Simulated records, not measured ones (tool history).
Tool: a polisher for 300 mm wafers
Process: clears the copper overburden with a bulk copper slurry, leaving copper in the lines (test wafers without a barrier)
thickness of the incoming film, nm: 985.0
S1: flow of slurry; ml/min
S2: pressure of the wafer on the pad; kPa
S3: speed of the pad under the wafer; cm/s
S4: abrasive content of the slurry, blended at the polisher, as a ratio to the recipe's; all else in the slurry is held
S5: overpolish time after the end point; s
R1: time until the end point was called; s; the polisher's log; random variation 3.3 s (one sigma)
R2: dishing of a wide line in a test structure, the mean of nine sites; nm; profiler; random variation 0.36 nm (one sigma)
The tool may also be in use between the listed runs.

{"run": 1, "day": 0.0, "S1": 310, "S2": 14.5, "S3": 96, "S4": 1.0, "S5": 30, "R1": 136.56, "R2": 32.442}
{"run": 2, "day": 0.133, "S1": 315, "S2": 12.4, "S3": 104, "S4": 1.0, "S5": 24, "R1": 134.22, "R2": 31.483}
{"run": 3, "day": 0.308, "S1": 315, "S2": 12.4, "S3": 124, "S4": 1.0, "S5": 24, "R1": 114.05, "R2": 32.157}
{"run": 4, "day": 0.579, "S1": 315, "S2": 9.7, "S3": 124, "S4": 1.0, "S5": 24, "R1": 125.06, "R2": 31.531}
{"run": 5, "day": 0.65, "S1": 335, "S2": 9.0, "S3": 114, "S4": 1.05, "S5": 19, "R1": 144.87, "R2": 29.667}
{"run": 6, "day": 0.683, "S1": 335, "S2": 9.0, "S3": 114, "S4": 0.9, "S5": 19, "R1": 154.12, "R2": 29.599}

Run 7 comes next. What will it give?
{"run": 7, "day": 0.771, "S1": 345, "S2": 8.3, "S3": 114, "S4": 0.9, "S5": 16, "R1": "?", "R2": "?"}

R1: 155.39 s
R2: 28.611 nm

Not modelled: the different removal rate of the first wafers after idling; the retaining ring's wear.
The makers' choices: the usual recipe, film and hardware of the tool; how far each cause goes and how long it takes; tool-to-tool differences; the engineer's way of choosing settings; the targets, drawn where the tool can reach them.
